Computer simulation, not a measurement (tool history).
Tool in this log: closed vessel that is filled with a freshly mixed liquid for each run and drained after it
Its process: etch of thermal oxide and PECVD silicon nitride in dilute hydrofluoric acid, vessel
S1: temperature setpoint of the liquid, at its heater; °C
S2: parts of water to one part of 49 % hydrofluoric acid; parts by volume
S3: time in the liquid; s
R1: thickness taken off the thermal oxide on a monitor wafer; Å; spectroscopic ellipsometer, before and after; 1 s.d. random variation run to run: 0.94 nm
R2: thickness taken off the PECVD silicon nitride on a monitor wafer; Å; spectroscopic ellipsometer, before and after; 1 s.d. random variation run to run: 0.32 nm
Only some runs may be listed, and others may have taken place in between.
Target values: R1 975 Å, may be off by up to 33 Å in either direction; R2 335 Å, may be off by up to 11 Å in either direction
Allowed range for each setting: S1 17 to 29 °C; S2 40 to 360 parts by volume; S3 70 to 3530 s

run 1 hour=0 | S1=21 S2=200 S3=1800 | R1=359.86 R2=123.59
run 2 hour=1.7 | S1=22 S2=170 S3=1785 | R1=450.81 R2=154.65
run 3 hour=7 | S1=23 S2=150 S3=1765 | R1=537.38 R2=182.59
run 4 hour=8.8 | S1=23 S2=150 S3=1150 | R1=349 R2=118.79
run 5 hour=11.5 | S1=24 S2=125 S3=1180 | R1=458.62 R2=157.07
run 6 hour=19.1 | S1=24 S2=125 S3=660 | R1=256.69 R2=88.831
run 7 hour=20.6 | S1=28 S2=45 S3=1470 | R1=2068.1 R2=683.41
run 8 hour=25.1 | S1=27 S2=55 S3=1505 | R1=1649.4 R2=545.1
run 9 hour=31.7 | S1=26.5 S2=60 S3=1530 | R1=1504 R2=500.25
run 10 hour=34.7 | S1=26 S2=65 S3=1545 | R1=1365.9 R2=451.99
run 11 hour=40.5 | S1=25.5 S2=70 S3=1560 | R1=1235.3 R2=407.14
run 12 hour=41.5 | S1=24.5 S2=120 S3=1740 | R1=738.62 R2=248.23
run 13 hour=43 | S1=25 S2=115 S3=1740 | R1=773.03 R2=265.59
run 14 hour=51.9 | S1=25 S2=115 S3=1740 | R1=773.19 R2=265.61
run 15 hour=53.7 | S1=25 S2=110 S3=1740 | R1=822.42 R2=279.97
run 16 hour=62.2 | S1=25 S2=105 S3=1740 | R1=847.37 R2=293.27
run 17 hour=67.2 | S1=25 S2=100 S3=1725 | R1=902.41 R2=305.23
run 18 hour=72.8 | S1=25.5 S2=100 S3=1725 | R1=923.23 R2=314.08
run 19 hour=76.1 | S1=26 S2=100 S3=1720 | R1=939.36 R2=322.45
run 20 hour=82.6 | S1=26.5 S2=95 S3=1700 | R1=999.24 R2=345.3

Exercise: of the 4 proposed moves below, exactly one satisfies all targets within the stated allowed misses. Which move is it?
run A hour=89.1 | S1=27.5 S2=120 S3=2095 | R1=? R2=?
run B hour=89.1 | S1=28 S2=105 S3=1820 | R1=? R2=?
run C hour=89.1 | S1=29 S2=100 S3=1580 | R1=? R2=?
run D hour=89.1 | S1=26 S2=95 S3=1705 | R1=? R2=?

move=A R1=978.18 R2=363.85
move=B R1=1009.5 R2=372.92
move=C R1=962.27 R2=362.22
move=D R1=980.52 R2=339.4
A: further off than the last run
B: further off than the last run
C: further off than the last run
D: meets every target
Go with D: it meets all targets.
